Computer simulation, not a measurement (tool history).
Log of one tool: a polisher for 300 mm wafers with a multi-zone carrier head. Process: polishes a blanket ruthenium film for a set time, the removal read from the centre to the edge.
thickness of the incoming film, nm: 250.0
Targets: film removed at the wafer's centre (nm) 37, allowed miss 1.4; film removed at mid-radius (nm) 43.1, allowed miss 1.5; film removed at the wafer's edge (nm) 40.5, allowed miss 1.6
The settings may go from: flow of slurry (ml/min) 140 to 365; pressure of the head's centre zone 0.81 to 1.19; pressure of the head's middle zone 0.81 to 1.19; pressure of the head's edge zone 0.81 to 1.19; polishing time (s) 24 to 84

run,hour,flow of slurry (ml/min),pressure of the head's centre zone,pressure of the head's middle zone,pressure of the head's edge zone,polishing time (s),film removed at the wafer's centre (nm),film removed at mid-radius (nm),film removed at the wafer's edge (nm)
1,0,235,1,1,1,54,72.205,73.216,72.334
2,4.5,235,1.03,1,1,54,74.561,74.505,73.724
3,7.2,235,0.98,1,1,54,71.76,73.987,74.185
4,14.5,230,0.96,1.01,0.98,47,61.671,65.499,63.947
5,16.1,210,0.96,1.01,0.98,47,59.781,63.373,62.995
6,17.3,205,0.94,1.01,0.96,42,50.991,57.515,54.862
7,22.9,200,0.93,0.99,0.93,40,49.35,53.338,51.711
8,28.8,190,0.91,0.99,0.91,38,45.172,50.237,48.576
9,36.5,185,0.87,0.98,0.81,30,34.128,38.78,36.526
10,39.6,195,0.87,0.99,0.83,30,33.867,39.856,38.074
11,43.8,200,0.88,1,0.84,30,34.92,39.496,37.938
12,46.5,195,0.88,1.01,0.85,30,34.216,39.803,37.844
13,49.2,195,0.89,1.02,0.86,30,35.442,41.363,37.719
14,55.5,195,0.89,1.02,0.87,30,34.722,40.195,37.851

Which of these 4 next moves meets every target?
A,61.8,150,0.85,0.98,0.95,32,?,?,?
B,61.8,180,0.81,1.02,0.87,35,?,?,?
C,61.8,225,0.92,0.91,0.91,30,?,?,?
D,61.8,170,0.89,1.02,0.89,33,?,?,?

move,film removed at the wafer's centre (nm),film removed at mid-radius (nm),film removed at the wafer's edge (nm)
A,33.411,39.416,40.263
B,36.351,46.35,43.756
C,36.878,37.424,39.252
D,37.226,43.2,41.273
A: further off than the last run
B: takes the result that was furthest off past its target
C: further off than the last run
D: meets every target
The right move is D.
